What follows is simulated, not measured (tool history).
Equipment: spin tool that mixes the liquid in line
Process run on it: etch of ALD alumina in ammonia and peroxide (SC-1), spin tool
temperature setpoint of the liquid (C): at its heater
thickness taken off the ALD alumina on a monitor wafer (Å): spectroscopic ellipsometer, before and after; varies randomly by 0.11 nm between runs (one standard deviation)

run    day  temperature setpoint of the liquid (C)  parts of 29 % ammonia solution to one part of 30 % peroxide (parts by volume)  time under the liquid (s)  thickness taken off the ALD alumina on a monitor wafer (Å)
  1  0.000                                    50.0                                                                            0.5                        280                                                      96.413
  2  0.292                                    51.5                                                                            0.5                        280                                                     106.050
  3  0.650                                    52.5                                                                            0.5                        280                                                     111.990
  4  0.800                                    47.5                                                                            0.5                        280                                                      86.555
  5  0.850                                    47.5                                                                            0.4                        280                                                      83.193
  6  1.100                                    42.5                                                                            0.4                        280                                                      62.342
  7  1.442                                    50.5                                                                            0.4                        280                                                      97.466
  8  1.617                                    52.0                                                                            0.4                        280                                                     104.920

For run 9, what comes out?
  9  1.725                                    55.5                                                                            0.4                        280                                                           ?

{"run 9": {"thickness taken off the ALD alumina on a monitor wafer (Å)": 129.06}}

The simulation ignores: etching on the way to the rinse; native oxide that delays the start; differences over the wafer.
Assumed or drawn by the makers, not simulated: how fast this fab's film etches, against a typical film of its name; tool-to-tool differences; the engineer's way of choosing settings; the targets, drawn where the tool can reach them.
